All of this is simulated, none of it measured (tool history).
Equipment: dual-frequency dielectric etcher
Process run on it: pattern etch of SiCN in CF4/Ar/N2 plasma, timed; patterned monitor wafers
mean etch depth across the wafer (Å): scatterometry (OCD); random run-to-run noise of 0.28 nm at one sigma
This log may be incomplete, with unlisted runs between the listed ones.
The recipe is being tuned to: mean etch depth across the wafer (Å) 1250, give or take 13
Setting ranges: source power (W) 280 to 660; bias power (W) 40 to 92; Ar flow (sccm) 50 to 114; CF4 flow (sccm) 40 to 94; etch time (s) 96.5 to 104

run    day  source power (W)  bias power (W)  Ar flow (sccm)  CF4 flow (sccm)  etch time (s)  mean etch depth across the wafer (Å)
  1      0               470              66              82               67            104                                1031.7
  2  0.142               470              66              82               67           96.5                                953.42
  3  0.433               500              66              82               67           96.5                                1023.1
  4  0.575               440              66              82               67           96.5                                893.58
  5  0.938               440              66              68               67           96.5                                909.34
  6  1.012               410              66              68               67           96.5                                843.47
  7  1.338               450              66              68               67           96.5                                929.04
  8  1.667               550              66              68               67           96.5                                1156.2
  9  1.804               560              66              68               67           96.5                                1177.4
 10  2.129               570              66              68               67           96.5                                1197.9
     2.162  -- Ar flow controller replaced
 11  2.162               580              66              68               67           96.5                                1225.1

Exercise: of the 4 proposed moves below, exactly one satisfies all targets within the stated allowed misses. Which move is it?
  A  2.196               570              63              74               65             99                                     ?
  B  2.196               570              64              65               62           99.5                                     ?
  C  2.196               540              64              71               63          103.5                                     ?
  D  2.196               610              56              63               62           98.5                                     ?

move  mean etch depth across the wafer (Å)
   A                                1194.2
   B                                1210.8
   C                                1183.6
   D                                1240.6
A: further off than the last run
B: further off than the last run
C: further off than the last run
D: every result within its allowed miss
Correct choice: D, which meets every target

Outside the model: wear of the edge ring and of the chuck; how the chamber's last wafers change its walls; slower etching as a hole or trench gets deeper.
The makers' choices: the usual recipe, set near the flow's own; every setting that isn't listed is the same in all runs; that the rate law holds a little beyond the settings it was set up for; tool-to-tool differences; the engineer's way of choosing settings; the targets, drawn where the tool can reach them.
